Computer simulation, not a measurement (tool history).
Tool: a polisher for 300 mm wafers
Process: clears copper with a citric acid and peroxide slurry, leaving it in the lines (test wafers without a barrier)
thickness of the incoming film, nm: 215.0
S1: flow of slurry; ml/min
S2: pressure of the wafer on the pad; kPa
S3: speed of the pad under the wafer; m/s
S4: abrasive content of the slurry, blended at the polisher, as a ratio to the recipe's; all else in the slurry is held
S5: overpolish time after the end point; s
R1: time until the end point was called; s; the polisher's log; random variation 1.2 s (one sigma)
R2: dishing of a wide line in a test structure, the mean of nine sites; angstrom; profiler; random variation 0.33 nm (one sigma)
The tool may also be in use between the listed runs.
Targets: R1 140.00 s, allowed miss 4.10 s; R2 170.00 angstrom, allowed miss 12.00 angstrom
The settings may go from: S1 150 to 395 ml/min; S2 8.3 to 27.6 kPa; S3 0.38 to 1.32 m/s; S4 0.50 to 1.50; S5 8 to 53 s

run	hour	S1	S2	S3	S4	S5	R1	R2
1	0.0	250	17.9	0.84	1.00	27	117.03	275.07
2	2.1	250	17.2	0.84	1.00	23	120.76	237.21
3	3.4	250	17.2	0.98	1.00	23	103.60	258.65
4	10.3	250	17.2	0.80	1.00	23	125.66	231.31
5	18.2	250	17.2	0.80	0.80	23	130.10	220.54
6	20.7	250	17.2	0.66	0.80	23	158.59	186.20
7	27.3	255	17.9	0.66	0.80	21	151.20	186.34
8	31.4	255	18.6	0.66	0.80	19	146.69	173.50

4 next moves are on the table. One of them brings every result within its allowed miss. Which?
A	35.5	315	16.5	0.84	0.80	16	?	?
B	35.5	235	17.9	0.68	0.75	25	?	?
C	35.5	275	17.2	0.72	1.00	18	?	?
D	35.5	220	17.9	0.66	0.85	25	?	?

move	R1	R2
A	126.33	167.97
B	149.89	211.70
C	137.61	172.90
D	152.41	208.90
A: takes the result that was furthest off past its target
B: further off than the last run
C: meets every target
D: further off than the last run
Move C is the one to make.
